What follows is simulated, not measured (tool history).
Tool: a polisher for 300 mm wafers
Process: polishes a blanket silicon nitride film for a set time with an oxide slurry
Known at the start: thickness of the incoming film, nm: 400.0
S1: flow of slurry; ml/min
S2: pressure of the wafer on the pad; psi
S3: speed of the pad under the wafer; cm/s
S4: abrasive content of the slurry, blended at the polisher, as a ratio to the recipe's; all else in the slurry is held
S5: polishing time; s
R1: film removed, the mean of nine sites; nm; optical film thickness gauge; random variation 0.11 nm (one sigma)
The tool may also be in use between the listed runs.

| run | hour | S1 | S2 | S3 | S4 | S5 | R1 |
|---|---|---|---|---|---|---|---|
| 1 | 0.0 | 130 | 4.5 | 142 | 1.0 | 35 | 42.705 |
| 2 | 1.3 | 110 | 4.5 | 142 | 1.0 | 35 | 41.238 |
| 3 | 6.7 | 110 | 4.5 | 142 | 1.1 | 35 | 42.221 |
| 4 | 13.0 | 110 | 4.5 | 142 | 1.1 | 30 | 36.222 |
| 5 | 14.9 | 125 | 4.5 | 142 | 1.1 | 30 | 37.139 |
| 6 | 19.9 | 120 | 3.9 | 136 | 1.1 | 30 | 31.196 |
| 7 | 20.7 | 115 | 3.4 | 134 | 1.1 | 30 | 26.872 |
| 8 | 25.1 | 110 | 3.1 | 134 | 1.1 | 30 | 24.190 |

Run 9 comes next. What will it give?
| 9 | 31.8 | 105 | 2.9 | 134 | 1.1 | 30 | ? |

{"run 9": {"R1": 22.28}}
